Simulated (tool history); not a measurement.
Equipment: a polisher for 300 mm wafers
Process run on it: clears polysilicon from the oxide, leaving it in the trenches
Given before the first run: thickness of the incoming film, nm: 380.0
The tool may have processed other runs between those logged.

run    day  flow of slurry (ml/min)  pressure of the wafer on the pad (kPa)  speed of the pad under the wafer (cm/s)  overpolish time after the end point (s)  time until the end point was called (s)  dishing of a wide line in a test structure (Å)
  1  0.000                      165                                    19.3                                      108                                       28                                   18.299                                          968.23
  2  0.242                      165                                    19.3                                       84                                       28                                   23.331                                          907.10
  3  0.433                      165                                    19.3                                       74                                       28                                   26.023                                          961.77
  4  0.692                      165                                    19.3                                       92                                       28                                   21.668                                          926.16
  5  0.775                      170                                    22.8                                       94                                       28                                   17.640                                          913.73
  6  1.075                      170                                    26.9                                       94                                       28                                   15.259                                          970.53
     1.121  -- worn pad replaced by a new one
  7  1.121                      195                                    29.0                                      120                                       16                                   10.097                                          973.97
  8  1.146                      190                                    28.3                                      120                                       15                                   10.485                                         1000.30

Forecast run 9:
  9  1.271                      195                                    27.6                                      120                                       19                                        ?                                               ?

Run 9 measured time until the end point was called (s) 10.629, dishing of a wide line in a test structure (Å) 1024.30.

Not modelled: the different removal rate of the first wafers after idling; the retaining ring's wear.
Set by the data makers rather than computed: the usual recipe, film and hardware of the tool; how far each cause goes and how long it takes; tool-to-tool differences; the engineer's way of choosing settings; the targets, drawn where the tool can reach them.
